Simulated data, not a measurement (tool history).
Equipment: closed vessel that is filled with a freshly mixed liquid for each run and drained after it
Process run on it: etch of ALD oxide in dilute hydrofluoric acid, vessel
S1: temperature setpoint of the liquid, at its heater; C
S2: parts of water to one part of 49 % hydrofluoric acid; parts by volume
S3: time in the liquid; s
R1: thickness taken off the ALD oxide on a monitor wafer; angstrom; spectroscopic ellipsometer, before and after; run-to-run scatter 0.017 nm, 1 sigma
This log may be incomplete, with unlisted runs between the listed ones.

run,day,S1,S2,S3,R1
1,0,25,140,30,38.153
2,0.254,25,90,30,62.732
3,0.512,25,90,30,63.253
4,0.688,25,90,30,63.331
5,0.992,25,90,30,63.346
6,1.108,25,50,30,119.52
7,1.225,23.5,60,30,93.087

For run 8, what comes out?
8,1.558,22,70,30,?

R1: 73.778 angstrom
